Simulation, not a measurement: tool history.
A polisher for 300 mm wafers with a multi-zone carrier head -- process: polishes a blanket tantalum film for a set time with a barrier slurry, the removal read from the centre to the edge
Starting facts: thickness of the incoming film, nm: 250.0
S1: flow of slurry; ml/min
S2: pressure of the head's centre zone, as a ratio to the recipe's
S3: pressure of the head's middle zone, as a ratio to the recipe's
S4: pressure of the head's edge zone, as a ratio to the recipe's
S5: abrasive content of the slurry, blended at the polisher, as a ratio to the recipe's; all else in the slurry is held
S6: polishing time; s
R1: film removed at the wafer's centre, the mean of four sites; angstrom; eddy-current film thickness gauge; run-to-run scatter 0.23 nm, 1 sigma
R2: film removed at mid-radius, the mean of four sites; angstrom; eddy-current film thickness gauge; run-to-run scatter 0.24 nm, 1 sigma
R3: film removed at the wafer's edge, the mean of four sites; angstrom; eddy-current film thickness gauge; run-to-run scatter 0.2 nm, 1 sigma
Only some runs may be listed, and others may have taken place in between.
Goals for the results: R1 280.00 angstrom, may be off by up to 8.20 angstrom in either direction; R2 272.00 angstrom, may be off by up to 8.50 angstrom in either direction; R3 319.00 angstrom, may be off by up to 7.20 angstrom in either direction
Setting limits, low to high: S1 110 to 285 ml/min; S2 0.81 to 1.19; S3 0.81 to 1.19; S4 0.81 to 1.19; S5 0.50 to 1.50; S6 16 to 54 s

run,hour,S1,S2,S3,S4,S5,S6,R1,R2,R3
1,0.0,180,1.00,1.00,1.00,1.00,35,332.26,322.68,321.05
2,5.8,165,0.97,0.97,1.02,1.00,35,319.82,317.41,320.95
3,11.7,155,0.95,0.93,1.05,0.95,35,301.50,294.91,317.78
4,18.8,155,0.95,0.93,1.05,0.95,28,242.94,232.39,252.68
5,23.0,180,0.95,0.93,1.05,0.95,28,252.37,238.71,261.65
6,29.6,200,0.94,0.94,1.09,1.00,28,258.83,250.53,274.22
7,31.0,215,0.93,0.93,1.12,1.05,28,264.06,258.78,285.08
8,38.4,225,0.92,0.91,1.14,1.10,28,264.28,259.76,296.85
9,40.7,235,0.92,0.91,1.15,1.10,28,268.31,262.46,300.42
10,47.6,245,0.92,0.91,1.16,1.10,28,268.64,262.44,297.31
11,55.1,245,0.92,0.90,1.17,1.15,28,273.56,264.37,304.87
12,59.3,250,0.92,0.90,1.18,1.15,28,278.06,268.23,309.11

Exercise: of the 4 proposed moves below, exactly one satisfies all targets within the stated allowed misses. Which move is it?
A,63.5,255,0.93,0.96,1.15,1.20,27,?,?,?
B,63.5,190,0.93,0.96,1.16,1.15,28,?,?,?
C,63.5,275,0.97,0.95,1.17,1.10,27,?,?,?
D,63.5,280,0.90,0.88,1.17,1.15,29,?,?,?

move,R1,R2,R3
A,275.12,274.62,299.92
B,268.63,269.36,298.62
C,281.14,266.33,295.57
D,284.97,273.35,323.34
A: misses by more than the last run did
B: misses by more than the last run did
C: misses by more than the last run did
D: in spec on every target
Answer: D
